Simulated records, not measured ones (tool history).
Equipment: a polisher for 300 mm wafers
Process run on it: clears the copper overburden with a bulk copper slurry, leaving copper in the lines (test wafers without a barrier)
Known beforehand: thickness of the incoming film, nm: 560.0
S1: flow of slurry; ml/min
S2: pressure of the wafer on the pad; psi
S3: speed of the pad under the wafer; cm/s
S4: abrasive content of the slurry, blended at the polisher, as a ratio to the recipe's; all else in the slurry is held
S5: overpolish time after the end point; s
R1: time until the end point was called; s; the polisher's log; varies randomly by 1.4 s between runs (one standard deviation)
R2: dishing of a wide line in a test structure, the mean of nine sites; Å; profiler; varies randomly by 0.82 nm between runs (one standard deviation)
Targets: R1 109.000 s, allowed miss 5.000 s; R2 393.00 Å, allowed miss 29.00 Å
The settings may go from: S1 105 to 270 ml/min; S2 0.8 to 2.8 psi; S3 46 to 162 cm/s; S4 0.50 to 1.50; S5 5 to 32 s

run 1 hour=0.0 | S1=175 S2=1.8 S3=104 S4=1.00 S5=16 | R1=74.378 R2=576.90
run 2 hour=1.4 | S1=175 S2=1.8 S3=104 S4=1.10 S5=16 | R1=71.517 R2=546.84
run 3 hour=4.8 | S1=175 S2=1.8 S3=104 S4=1.10 S5=19 | R1=72.237 R2=609.25
run 4 hour=10.5 | S1=210 S2=1.8 S3=104 S4=1.10 S5=19 | R1=70.478 R2=623.63
run 5 hour=18.7 | S1=210 S2=1.7 S3=104 S4=1.10 S5=18 | R1=72.943 R2=583.36
run 6 hour=22.5 | S1=210 S2=1.6 S3=104 S4=1.10 S5=18 | R1=76.510 R2=564.91
run 7 hour=27.7 | S1=210 S2=1.5 S3=104 S4=1.10 S5=18 | R1=82.744 R2=562.06
run 8 hour=35.2 | S1=210 S2=1.4 S3=104 S4=1.10 S5=17 | R1=87.122 R2=497.57
run 9 hour=39.0 | S1=210 S2=1.3 S3=104 S4=1.10 S5=17 | R1=87.988 R2=465.78
run 10 hour=41.1 | S1=210 S2=1.2 S3=104 S4=1.10 S5=17 | R1=96.454 R2=449.72
run 11 hour=42.6 | S1=205 S2=1.2 S3=104 S4=1.10 S5=17 | R1=97.431 R2=468.84
run 12 hour=49.6 | S1=200 S2=1.1 S3=104 S4=1.10 S5=15 | R1=100.720 R2=406.99

Next run, 5 choices. One meets every target within its allowed miss, the rest don't. Which?
run A hour=56.6 | S1=205 S2=1.2 S3=104 S4=1.10 S5=13 | R1=? R2=?
run B hour=56.6 | S1=175 S2=1.4 S3=104 S4=1.05 S5=13 | R1=? R2=?
run C hour=56.6 | S1=210 S2=1.2 S3=92 S4=1.10 S5=15 | R1=? R2=?
run D hour=56.6 | S1=165 S2=1.0 S3=122 S4=1.05 S5=15 | R1=? R2=?
run E hour=56.6 | S1=195 S2=1.4 S3=108 S4=1.15 S5=13 | R1=? R2=?

move=A R1=97.775 R2=399.75
move=B R1=89.727 R2=430.07
move=C R1=109.750 R2=406.94
move=D R1=99.845 R2=421.97
move=E R1=83.549 R2=449.81
A: misses by more than the last run did
B: misses by more than the last run did
C: each result inside its tolerance
D: misses by more than the last run did
E: misses by more than the last run did
The move that meets every target is C.
